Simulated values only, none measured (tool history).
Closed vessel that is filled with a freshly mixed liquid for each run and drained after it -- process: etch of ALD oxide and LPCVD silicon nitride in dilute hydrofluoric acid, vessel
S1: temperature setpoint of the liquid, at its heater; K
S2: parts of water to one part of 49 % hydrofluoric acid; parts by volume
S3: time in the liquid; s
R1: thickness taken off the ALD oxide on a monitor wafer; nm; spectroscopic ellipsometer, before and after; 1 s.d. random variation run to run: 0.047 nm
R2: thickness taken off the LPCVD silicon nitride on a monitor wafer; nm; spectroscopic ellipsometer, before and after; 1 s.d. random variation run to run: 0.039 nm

| run | day | S1 | S2 | S3 | R1 | R2 |
|---|---|---|---|---|---|---|
| 1 | 0.000 | 298.15 | 70 | 60 | 10.986 | 0.52290 |
| 2 | 0.221 | 296.65 | 70 | 60 | 10.351 | 0.49617 |
| 3 | 0.567 | 297.65 | 70 | 60 | 10.760 | 0.56305 |
| 4 | 0.812 | 297.65 | 70 | 75 | 13.433 | 0.67255 |
| 5 | 0.879 | 297.65 | 70 | 65 | 11.680 | 0.54626 |
| 6 | 1.204 | 297.65 | 50 | 65 | 16.758 | 0.89609 |
|  | 1.379 | thermometer replaced |
| 7 | 1.379 | 296.15 | 50 | 65 | 14.612 | 0.63939 |

Predict the results of run 8:
| 8 | 1.483 | 295.65 | 50 | 65 | ? | ? |

{"run 8": {"R1": 14.217, "R2": 0.64842}}

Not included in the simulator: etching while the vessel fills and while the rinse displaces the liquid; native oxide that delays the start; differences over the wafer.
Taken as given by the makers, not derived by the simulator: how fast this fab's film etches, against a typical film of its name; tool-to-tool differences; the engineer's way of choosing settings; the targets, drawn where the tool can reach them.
